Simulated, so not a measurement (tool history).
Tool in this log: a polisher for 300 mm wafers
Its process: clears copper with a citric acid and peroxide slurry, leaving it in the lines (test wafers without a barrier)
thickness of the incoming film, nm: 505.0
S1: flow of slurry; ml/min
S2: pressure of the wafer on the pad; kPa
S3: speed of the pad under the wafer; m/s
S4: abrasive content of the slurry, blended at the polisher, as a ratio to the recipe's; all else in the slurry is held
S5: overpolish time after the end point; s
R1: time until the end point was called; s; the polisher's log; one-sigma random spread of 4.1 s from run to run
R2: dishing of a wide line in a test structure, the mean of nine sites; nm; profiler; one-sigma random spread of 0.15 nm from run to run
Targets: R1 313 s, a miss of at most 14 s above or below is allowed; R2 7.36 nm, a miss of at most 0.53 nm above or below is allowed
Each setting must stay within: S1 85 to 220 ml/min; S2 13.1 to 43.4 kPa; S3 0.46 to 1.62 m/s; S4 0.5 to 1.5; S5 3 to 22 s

run	day	S1	S2	S3	S4	S5	R1	R2
1	0	140	28.3	1.04	1	11	164.99	23.914
2	0.225	140	28.3	1.04	1	8	168.32	18.025
3	0.504	140	23.4	1	1	7	210.37	12.651
4	0.683	155	23.4	1	1	7	206.36	12.835
5	0.829	155	23.4	1	1.1	7	194.05	12.902
6	1.133	155	23.4	1	0.9	7	214.15	12.021
7	1.225	150	20	1	0.9	7	242.32	10.692
8	1.592	150	17.9	1	0.9	7	278.78	9.6363
9	1.783	145	17.2	1	0.9	6	291.17	7.764
10	2	140	17.2	1	0.9	6	285.85	8.3625
11	2.296	140	17.2	1	0.9	6	291.07	8.033
12	2.417	135	17.2	1	0.9	6	295.7	7.696

4 candidate next runs follow, results not yet known. Just one meets every target within its allowed miss. Identify it.
A	2.538	165	17.2	0.88	1	7	?	?
B	2.538	110	15.9	1.08	1.05	6	?	?
C	2.538	115	19.3	1	0.8	6	?	?
D	2.538	130	13.8	1.14	0.95	6	?	?

move	R1	R2
A	314.61	8.4614
B	295.56	7.7328
C	286.32	7.9938
D	320.61	7.1331
A: meets the target for the result that was furthest off, but another lies outside its allowed miss
B: roughly where the last run was
C: further off than the last run
D: all results land within tolerance of their targets
Answer: D

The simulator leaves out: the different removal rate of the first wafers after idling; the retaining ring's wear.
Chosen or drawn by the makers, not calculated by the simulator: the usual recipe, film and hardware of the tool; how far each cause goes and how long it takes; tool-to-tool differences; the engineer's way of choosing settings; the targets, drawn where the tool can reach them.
